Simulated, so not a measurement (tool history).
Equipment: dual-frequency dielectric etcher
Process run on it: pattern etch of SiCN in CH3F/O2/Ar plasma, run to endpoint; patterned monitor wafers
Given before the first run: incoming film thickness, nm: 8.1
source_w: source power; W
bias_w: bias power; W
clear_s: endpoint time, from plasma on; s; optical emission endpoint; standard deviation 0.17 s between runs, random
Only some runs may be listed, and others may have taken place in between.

Run 1, hour 0: source_w 380 W, bias_w 59 W. Result: clear_s 23.269 s.
Run 2, hour 2.9: source_w 380 W, bias_w 64 W. Result: clear_s 22.258 s.
Run 3, hour 8: source_w 410 W, bias_w 64 W. Result: clear_s 21.322 s.
Run 4, hour 15.1: source_w 390 W, bias_w 63 W. Result: clear_s 22.275 s.
Run 5, hour 17.7: source_w 460 W, bias_w 63 W. Result: clear_s 20.643 s.
Run 6, hour 20: source_w 460 W, bias_w 68 W. Result: clear_s 19.838 s.
Run 7, hour 26.5: source_w 430 W, bias_w 66 W. Result: clear_s 20.667 s.
Run 8, hour 27.7: source_w 350 W, bias_w 54 W. Result: clear_s 25.079 s.
Run 9, hour 32.7: source_w 340 W, bias_w 54 W. Result: clear_s 25.394 s.

Run 10 is up next; what results do you expect?
Run 10, hour 38.1: source_w 260 W, bias_w 50 W. Result: clear_s ?.

Run 10 yielded clear_s 30.732 s.
